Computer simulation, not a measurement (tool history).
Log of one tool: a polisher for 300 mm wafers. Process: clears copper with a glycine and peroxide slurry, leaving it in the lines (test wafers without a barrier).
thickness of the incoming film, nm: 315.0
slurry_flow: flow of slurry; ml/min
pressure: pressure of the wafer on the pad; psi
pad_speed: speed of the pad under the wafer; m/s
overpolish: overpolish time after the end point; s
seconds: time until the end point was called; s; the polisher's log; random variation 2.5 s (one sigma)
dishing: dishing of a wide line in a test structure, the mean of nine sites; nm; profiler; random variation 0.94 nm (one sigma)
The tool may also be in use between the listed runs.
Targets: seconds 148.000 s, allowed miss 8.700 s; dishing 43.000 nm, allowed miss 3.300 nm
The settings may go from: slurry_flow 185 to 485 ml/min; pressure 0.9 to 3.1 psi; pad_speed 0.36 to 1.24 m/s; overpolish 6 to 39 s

run	hour	slurry_flow	pressure	pad_speed	overpolish	seconds	dishing
1	0.0	310	2.0	0.80	20	95.359	39.401
2	0.8	385	2.0	0.80	20	94.146	39.414
3	5.7	385	1.8	0.78	23	103.930	41.018
4	7.9	385	2.0	0.78	23	95.035	43.490
5	16.4	385	1.8	0.78	25	102.770	45.874
6	17.8	385	1.8	0.78	21	104.720	37.684
7	25.2	385	1.6	0.78	23	112.440	39.183
8	28.9	385	1.0	0.72	31	155.780	36.597
9	31.3	385	1.0	0.72	32	153.800	38.966

5 next moves are on the table. One of them brings every result within its allowed miss. Which?
A	33.7	380	1.1	0.72	28	?	?
B	33.7	380	0.9	0.72	38	?	?
C	33.7	355	1.1	0.68	31	?	?
D	33.7	460	1.2	0.64	34	?	?
E	33.7	325	1.0	0.74	27	?	?

move	seconds	dishing
A	145.750	36.745
B	162.720	42.855
C	150.980	38.950
D	145.620	43.562
E	153.610	33.947
A: further off than the last run
B: brings the result that was furthest off to its target, and leaves another outside
C: as far off as the last run
D: meets every target
E: further off than the last run
The right move is D.

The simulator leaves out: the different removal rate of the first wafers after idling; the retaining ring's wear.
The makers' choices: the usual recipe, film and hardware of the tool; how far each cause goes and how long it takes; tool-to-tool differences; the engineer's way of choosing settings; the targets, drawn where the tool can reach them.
